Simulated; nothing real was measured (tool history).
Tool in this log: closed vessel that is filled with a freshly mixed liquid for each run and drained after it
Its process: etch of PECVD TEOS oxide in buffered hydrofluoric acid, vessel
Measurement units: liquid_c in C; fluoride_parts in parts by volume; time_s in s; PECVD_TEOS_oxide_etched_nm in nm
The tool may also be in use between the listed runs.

run,hour,liquid_c,fluoride_parts,time_s,PECVD_TEOS_oxide_etched_nm
1,0,22,9,95,263.63
2,4.6,22,9,105,291.42
3,12.5,22.5,9,105,298.8
4,19.3,22.5,9,95,271.25
5,22.2,22.5,9,95,270.95
6,27.9,23,9,95,279.08
7,33.9,23.5,9,95,285.58
8,34.6,24,9,95,294.24

What will run 9 give?
9,38.5,28,9,95,?

{"run 9": {"PECVD_TEOS_oxide_etched_nm": 362.4}}

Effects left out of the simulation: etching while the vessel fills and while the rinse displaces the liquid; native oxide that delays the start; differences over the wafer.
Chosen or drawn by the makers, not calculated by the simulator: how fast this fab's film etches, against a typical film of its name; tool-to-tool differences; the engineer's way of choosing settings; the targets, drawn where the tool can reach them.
